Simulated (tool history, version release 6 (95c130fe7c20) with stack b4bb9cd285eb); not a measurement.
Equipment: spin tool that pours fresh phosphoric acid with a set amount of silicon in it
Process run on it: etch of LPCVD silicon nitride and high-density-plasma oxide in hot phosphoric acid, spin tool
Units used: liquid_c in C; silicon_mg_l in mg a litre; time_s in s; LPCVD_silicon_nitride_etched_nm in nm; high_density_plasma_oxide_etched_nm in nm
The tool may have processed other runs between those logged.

run  hour  liquid_c  silicon_mg_l  time_s  LPCVD_silicon_nitride_etched_nm  high_density_plasma_oxide_etched_nm
  1     0       161             9     180                           16.515                               1.1339
  2   5.8       161             9     225                           20.785                               1.3882
  3  10.2       161             9     300                           27.946                               1.8687
  4  12.4       160           9.5     290                            25.87                               1.6652
  5    21       159          10.5     285                           24.745                                1.497
  6  21.9     158.5            11     280                           23.757                               1.3768

Predict the results of run 7:
  7  24.1       158            11     275                                ?                                    ?

LPCVD_silicon_nitride_etched_nm: 23.112 nm
high_density_plasma_oxide_etched_nm: 1.2879 nm
